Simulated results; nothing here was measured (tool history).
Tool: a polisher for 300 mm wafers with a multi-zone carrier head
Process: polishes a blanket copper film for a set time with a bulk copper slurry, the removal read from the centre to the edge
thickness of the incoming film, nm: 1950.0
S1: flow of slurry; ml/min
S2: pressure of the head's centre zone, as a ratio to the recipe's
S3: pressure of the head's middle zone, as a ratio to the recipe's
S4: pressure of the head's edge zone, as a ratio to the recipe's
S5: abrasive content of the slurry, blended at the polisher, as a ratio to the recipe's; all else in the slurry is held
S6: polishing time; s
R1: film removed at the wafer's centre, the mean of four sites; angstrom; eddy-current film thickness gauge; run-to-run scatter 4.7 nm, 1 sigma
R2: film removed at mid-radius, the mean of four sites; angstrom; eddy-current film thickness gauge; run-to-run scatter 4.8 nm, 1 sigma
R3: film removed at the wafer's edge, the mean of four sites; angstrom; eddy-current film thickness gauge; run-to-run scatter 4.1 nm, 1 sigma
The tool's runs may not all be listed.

run 1 day=0.000 | S1=150 S2=1.00 S3=1.00 S4=1.00 S5=1.00 S6=57 | R1=5946.1 R2=5931.8 R3=6151.2
run 2 day=0.125 | S1=140 S2=1.00 S3=0.98 S4=1.00 S5=1.00 S6=57 | R1=5847.0 R2=5745.8 R3=5989.1
run 3 day=0.179 | S1=135 S2=1.00 S3=0.96 S4=1.01 S5=1.00 S6=57 | R1=5817.2 R2=5652.7 R3=6065.1
run 4 day=0.254 | S1=135 S2=1.00 S3=0.96 S4=1.01 S5=1.00 S6=69 | R1=6921.4 R2=6828.6 R3=7336.3
run 5 day=0.433 | S1=160 S2=1.00 S3=0.96 S4=1.01 S5=1.00 S6=69 | R1=7341.8 R2=6980.6 R3=7419.3
run 6 day=0.612 | S1=155 S2=0.99 S3=0.93 S4=0.99 S5=0.90 S6=68 | R1=6761.2 R2=6533.5 R3=7057.8
run 7 day=0.675 | S1=150 S2=1.00 S3=0.91 S4=0.97 S5=0.85 S6=67 | R1=6579.1 R2=6182.6 R3=6768.0
run 8 day=0.875 | S1=145 S2=1.00 S3=0.89 S4=0.95 S5=0.80 S6=67 | R1=6454.7 R2=5943.9 R3=6451.6
run 9 day=1.196 | S1=135 S2=0.99 S3=0.87 S4=0.94 S5=0.80 S6=67 | R1=6253.6 R2=5743.1 R3=6363.0
run 10 day=1.258 | S1=130 S2=0.98 S3=0.86 S4=0.93 S5=0.80 S6=67 | R1=6182.2 R2=5743.6 R3=6287.6
run 11 day=1.358 | S1=125 S2=0.98 S3=0.85 S4=0.93 S5=0.75 S6=67 | R1=6076.4 R2=5494.9 R3=6171.4
run 12 day=1.417 | S1=120 S2=0.97 S3=0.84 S4=0.92 S5=0.75 S6=67 | R1=5877.8 R2=5372.7 R3=6129.4
run 13 day=1.604 | S1=115 S2=0.97 S3=0.84 S4=0.91 S5=0.75 S6=67 | R1=5880.7 R2=5316.2 R3=6063.0
run 14 day=1.783 | S1=110 S2=0.97 S3=0.84 S4=0.90 S5=0.75 S6=67 | R1=5869.7 R2=5420.6 R3=6082.0
run 15 day=2.046 | S1=110 S2=0.97 S3=0.83 S4=0.89 S5=0.75 S6=67 | R1=5815.3 R2=5318.3 R3=6025.3

Run 16 comes next. What will it give?
run 16 day=2.200 | S1=110 S2=0.97 S3=0.83 S4=0.88 S5=0.75 S6=67 | R1=? R2=? R3=?

Run 16 produced R1 5834.0 angstrom, R2 5402.2 angstrom, R3 6004.7 angstrom.
